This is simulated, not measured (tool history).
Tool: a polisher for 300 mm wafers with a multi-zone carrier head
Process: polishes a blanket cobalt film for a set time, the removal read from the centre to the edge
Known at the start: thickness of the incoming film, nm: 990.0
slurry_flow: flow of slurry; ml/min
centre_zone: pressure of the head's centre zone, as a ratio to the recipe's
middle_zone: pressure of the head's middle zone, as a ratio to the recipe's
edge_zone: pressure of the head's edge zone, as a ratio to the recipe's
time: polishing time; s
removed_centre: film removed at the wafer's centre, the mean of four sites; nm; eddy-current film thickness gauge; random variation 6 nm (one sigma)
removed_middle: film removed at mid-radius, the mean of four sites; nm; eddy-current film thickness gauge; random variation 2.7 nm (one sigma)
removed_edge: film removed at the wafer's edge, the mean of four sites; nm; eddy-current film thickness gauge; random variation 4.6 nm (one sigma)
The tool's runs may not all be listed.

run 1 day=0.000 | slurry_flow=270 centre_zone=1.00 middle_zone=1.00 edge_zone=1.00 time=66 | removed_centre=289.00 removed_middle=296.88 removed_edge=301.65
run 2 day=0.279 | slurry_flow=315 centre_zone=1.00 middle_zone=1.00 edge_zone=1.00 time=66 | removed_centre=294.65 removed_middle=304.54 removed_edge=307.97
run 3 day=0.508 | slurry_flow=320 centre_zone=1.02 middle_zone=1.00 edge_zone=1.02 time=67 | removed_centre=305.15 removed_middle=304.91 removed_edge=312.01
run 4 day=0.729 | slurry_flow=320 centre_zone=1.03 middle_zone=1.00 edge_zone=1.03 time=68 | removed_centre=313.68 removed_middle=310.69 removed_edge=324.14
run 5 day=1.021 | slurry_flow=325 centre_zone=1.05 middle_zone=1.01 edge_zone=1.04 time=69 | removed_centre=327.26 removed_middle=319.15 removed_edge=326.51
run 6 day=1.383 | slurry_flow=325 centre_zone=1.06 middle_zone=1.01 edge_zone=1.05 time=70 | removed_centre=336.47 removed_middle=323.82 removed_edge=331.22
run 7 day=1.429 | slurry_flow=330 centre_zone=1.07 middle_zone=1.01 edge_zone=1.06 time=71 | removed_centre=348.81 removed_middle=327.65 removed_edge=338.51
run 8 day=1.738 | slurry_flow=330 centre_zone=1.07 middle_zone=1.01 edge_zone=1.07 time=72 | removed_centre=346.32 removed_middle=328.64 removed_edge=346.86
run 9 day=1.854 | slurry_flow=335 centre_zone=1.08 middle_zone=1.01 edge_zone=1.08 time=73 | removed_centre=344.96 removed_middle=332.63 removed_edge=347.80

Run 10 comes next. What will it give?
run 10 day=2.075 | slurry_flow=335 centre_zone=1.09 middle_zone=1.01 edge_zone=1.08 time=74 | removed_centre=? removed_middle=? removed_edge=?

{"run 10": {"removed_centre": 365.28, "removed_middle": 342.42, "removed_edge": 345.61}}
